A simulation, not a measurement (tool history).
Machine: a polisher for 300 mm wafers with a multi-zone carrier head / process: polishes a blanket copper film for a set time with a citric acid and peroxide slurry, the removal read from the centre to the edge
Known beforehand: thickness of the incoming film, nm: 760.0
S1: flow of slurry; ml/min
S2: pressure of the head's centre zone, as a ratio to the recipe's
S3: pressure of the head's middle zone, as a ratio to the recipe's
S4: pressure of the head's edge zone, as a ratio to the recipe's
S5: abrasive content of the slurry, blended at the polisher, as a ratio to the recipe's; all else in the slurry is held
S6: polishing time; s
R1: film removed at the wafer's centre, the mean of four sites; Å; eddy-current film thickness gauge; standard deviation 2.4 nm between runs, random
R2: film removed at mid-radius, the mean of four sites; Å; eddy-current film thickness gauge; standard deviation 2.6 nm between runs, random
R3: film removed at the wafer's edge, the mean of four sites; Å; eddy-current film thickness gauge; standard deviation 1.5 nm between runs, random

{"run": 1, "hour": 0.0, "S1": 275, "S2": 1, "S3": 1, "S4": 1, "S5": 1, "S6": 82, "R1": 1490.4, "R2": 1444.1, "R3": 1396.5}
{"run": 2, "hour": 1.0, "S1": 275, "S2": 1.08, "S3": 1, "S4": 1, "S5": 1, "S6": 82, "R1": 1629.6, "R2": 1418.3, "R3": 1409}
{"run": 3, "hour": 10.1, "S1": 225, "S2": 1.08, "S3": 1, "S4": 1, "S5": 1, "S6": 82, "R1": 1588.9, "R2": 1405.7, "R3": 1386.1}
{"run": 4, "hour": 15.3, "S1": 225, "S2": 1.12, "S3": 1, "S4": 1, "S5": 1, "S6": 82, "R1": 1641.7, "R2": 1384.4, "R3": 1363.8}
{"run": 5, "hour": 17.1, "S1": 265, "S2": 1.12, "S3": 1, "S4": 1, "S5": 1, "S6": 82, "R1": 1660.8, "R2": 1411.8, "R3": 1404.2}
{"run": 6, "hour": 21.6, "S1": 265, "S2": 1.12, "S3": 1, "S4": 0.97, "S5": 1, "S6": 82, "R1": 1664.6, "R2": 1407.4, "R3": 1381.9}

What does the tool deliver on the next run?
{"run": 7, "hour": 29.0, "S1": 285, "S2": 1.11, "S3": 1, "S4": 1.03, "S5": 1.15, "S6": 85, "R1": "?", "R2": "?", "R3": "?"}

Run 7 yielded R1 1755.5 Å, R2 1534 Å, R3 1545.4 Å.
